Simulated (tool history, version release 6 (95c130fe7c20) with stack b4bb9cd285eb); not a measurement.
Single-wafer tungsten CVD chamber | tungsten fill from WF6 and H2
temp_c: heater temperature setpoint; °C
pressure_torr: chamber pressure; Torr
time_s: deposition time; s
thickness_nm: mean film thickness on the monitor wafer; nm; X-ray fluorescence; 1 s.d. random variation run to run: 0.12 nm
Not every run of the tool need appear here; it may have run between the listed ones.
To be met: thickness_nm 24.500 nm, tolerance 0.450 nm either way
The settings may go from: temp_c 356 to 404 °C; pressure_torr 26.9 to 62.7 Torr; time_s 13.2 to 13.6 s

run 1 hour=0.0 | temp_c=380 pressure_torr=44.8 time_s=13.2 | thickness_nm=29.287
run 2 hour=6.7 | temp_c=388 pressure_torr=44.8 time_s=13.2 | thickness_nm=33.482
run 3 hour=8.3 | temp_c=379 pressure_torr=44.8 time_s=13.2 | thickness_nm=28.769
run 4 hour=14.9 | temp_c=377 pressure_torr=44.7 time_s=13.2 | thickness_nm=27.583
run 5 hour=18.2 | temp_c=377 pressure_torr=44.7 time_s=13.6 | thickness_nm=28.471
run 6 hour=24.7 | temp_c=375 pressure_torr=44.6 time_s=13.6 | thickness_nm=27.706
run 7 hour=31.6 | temp_c=373 pressure_torr=44.5 time_s=13.6 | thickness_nm=26.605
run 8 hour=33.3 | temp_c=372 pressure_torr=44.5 time_s=13.6 | thickness_nm=25.956
run 9 hour=36.3 | temp_c=371 pressure_torr=44.5 time_s=13.6 | thickness_nm=25.602

Which one of the following 4 next-run settings gets every result inside its allowed miss? There is exactly one.
run A hour=39.3 | temp_c=372 pressure_torr=46.5 time_s=13.2 | thickness_nm=?
run B hour=39.3 | temp_c=368 pressure_torr=46.5 time_s=13.6 | thickness_nm=?
run C hour=39.3 | temp_c=376 pressure_torr=39.0 time_s=13.4 | thickness_nm=?
run D hour=39.3 | temp_c=368 pressure_torr=40.4 time_s=13.6 | thickness_nm=?

move=A thickness_nm=25.628
move=B thickness_nm=24.526
move=C thickness_nm=26.136
move=D thickness_nm=23.217
A: about the same distance from the targets as the last run
B: all results in spec
C: moves away from the targets compared with the last run
D: the result that was furthest off in the last run now lies on the other side of its target
The right move is B.

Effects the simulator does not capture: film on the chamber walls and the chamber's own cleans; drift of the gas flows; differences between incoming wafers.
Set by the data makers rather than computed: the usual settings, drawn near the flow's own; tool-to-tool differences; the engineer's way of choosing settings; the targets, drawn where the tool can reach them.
